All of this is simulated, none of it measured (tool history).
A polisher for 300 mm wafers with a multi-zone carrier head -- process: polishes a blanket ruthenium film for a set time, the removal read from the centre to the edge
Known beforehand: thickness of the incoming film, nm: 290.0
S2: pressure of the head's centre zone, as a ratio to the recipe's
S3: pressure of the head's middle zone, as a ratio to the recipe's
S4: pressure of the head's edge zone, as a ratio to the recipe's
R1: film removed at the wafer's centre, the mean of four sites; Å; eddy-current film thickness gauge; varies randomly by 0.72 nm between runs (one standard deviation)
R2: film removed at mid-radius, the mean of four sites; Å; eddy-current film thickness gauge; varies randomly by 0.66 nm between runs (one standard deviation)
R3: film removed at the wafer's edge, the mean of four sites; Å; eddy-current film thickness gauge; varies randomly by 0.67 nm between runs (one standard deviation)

run 1 hour=0.0 | flow_of_slurry_(ml/min)=220 S2=1.00 S3=1.00 S4=1.00 polishing_time_(s)=90 | R1=726.76 R2=808.74 R3=827.85
run 2 hour=7.9 | flow_of_slurry_(ml/min)=220 S2=1.00 S3=1.00 S4=1.08 polishing_time_(s)=90 | R1=704.73 R2=810.74 R3=853.90
run 3 hour=14.8 | flow_of_slurry_(ml/min)=220 S2=1.00 S3=1.00 S4=1.08 polishing_time_(s)=72 | R1=580.66 R2=646.80 R3=692.32
run 4 hour=22.0 | flow_of_slurry_(ml/min)=260 S2=1.00 S3=1.00 S4=1.08 polishing_time_(s)=72 | R1=586.54 R2=652.11 R3=682.55
run 5 hour=27.2 | flow_of_slurry_(ml/min)=260 S2=1.00 S3=1.00 S4=1.08 polishing_time_(s)=80 | R1=637.85 R2=728.24 R3=762.72
-- hour=32.1 centre zone pressure recalibrated
run 6 hour=32.1 | flow_of_slurry_(ml/min)=260 S2=0.96 S3=1.00 S4=1.08 polishing_time_(s)=80 | R1=696.15 R2=734.85 R3=756.79

Run 7 has not been measured yet. What should we expect?
run 7 hour=37.2 | flow_of_slurry_(ml/min)=270 S2=0.94 S3=1.08 S4=0.99 polishing_time_(s)=78 | R1=? R2=? R3=?

For run 7 the tool returned R1 666.93 Å, R2 778.26 Å, R3 715.94 Å.
